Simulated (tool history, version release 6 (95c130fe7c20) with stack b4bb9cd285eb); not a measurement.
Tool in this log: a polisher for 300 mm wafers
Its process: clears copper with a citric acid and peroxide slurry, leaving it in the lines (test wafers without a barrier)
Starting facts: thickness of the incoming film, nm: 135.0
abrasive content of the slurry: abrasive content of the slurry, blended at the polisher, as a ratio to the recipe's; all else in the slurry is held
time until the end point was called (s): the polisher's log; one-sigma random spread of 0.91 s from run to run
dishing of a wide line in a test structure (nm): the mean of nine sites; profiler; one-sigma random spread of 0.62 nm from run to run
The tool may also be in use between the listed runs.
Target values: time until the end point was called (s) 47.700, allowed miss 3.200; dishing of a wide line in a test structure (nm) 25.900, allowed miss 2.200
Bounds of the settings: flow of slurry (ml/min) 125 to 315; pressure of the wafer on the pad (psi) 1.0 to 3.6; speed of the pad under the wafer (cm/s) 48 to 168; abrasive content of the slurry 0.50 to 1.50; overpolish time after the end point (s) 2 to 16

run,hour,flow of slurry (ml/min),pressure of the wafer on the pad (psi),speed of the pad under the wafer (cm/s),abrasive content of the slurry,overpolish time after the end point (s),time until the end point was called (s),dishing of a wide line in a test structure (nm)
1,0.0,205,2.3,108,1.00,8,67.720,12.083
2,1.3,205,2.8,108,1.00,8,60.565,14.742
3,2.2,205,2.5,108,1.00,8,66.510,13.561
4,3.8,205,2.8,112,1.00,9,57.217,16.581
5,12.8,205,2.8,100,1.00,9,59.652,16.841
6,15.2,205,2.8,100,1.10,9,58.542,16.220
7,22.6,200,3.0,100,1.05,10,59.106,18.333
8,31.0,215,3.2,100,1.05,10,52.454,20.088
9,34.1,215,3.2,100,1.05,10,53.060,20.699
10,38.2,220,3.3,100,1.05,10,50.098,21.818
11,43.6,220,3.4,100,1.05,11,48.750,22.961

Which single option among these 5 for the next run brings every result within its allowed miss of target? Just one does.
A,49.0,195,3.2,88,1.10,11,?,?
B,49.0,145,3.6,122,1.05,9,?,?
C,49.0,245,3.0,92,1.20,12,?,?
D,49.0,220,3.6,86,1.45,12,?,?
E,49.0,240,3.3,112,1.05,10,?,?

move,time until the end point was called (s),dishing of a wide line in a test structure (nm)
A,58.671,20.146
B,45.340,21.265
C,58.052,21.941
D,49.328,25.473
E,48.157,22.088
A: its largest miss is bigger than the last run's
B: its largest miss is bigger than the last run's
C: its largest miss is bigger than the last run's
D: in spec on every target
E: its largest miss is bigger than the last run's
The move that meets every target is D.
